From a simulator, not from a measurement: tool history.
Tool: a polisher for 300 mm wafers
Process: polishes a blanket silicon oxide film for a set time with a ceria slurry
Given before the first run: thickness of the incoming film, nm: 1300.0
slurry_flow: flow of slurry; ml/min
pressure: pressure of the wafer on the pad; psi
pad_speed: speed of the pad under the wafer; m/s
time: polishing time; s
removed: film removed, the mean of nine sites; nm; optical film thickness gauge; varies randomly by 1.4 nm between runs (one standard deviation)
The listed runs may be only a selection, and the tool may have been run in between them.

run,hour,slurry_flow,pressure,pad_speed,time,removed
1,0.0,245,2.2,1.38,31,120.48
2,5.9,265,2.2,1.38,31,120.28
3,14.7,265,2.7,1.38,31,140.79
4,21.1,265,2.8,1.38,31,148.91
5,22.2,265,2.9,1.38,31,150.80
6,30.6,265,2.9,1.16,31,129.27

The next listed run, before its measurement:
7,31.5,275,3.5,1.18,31,?

{"run 7": {"removed": 153.88}}
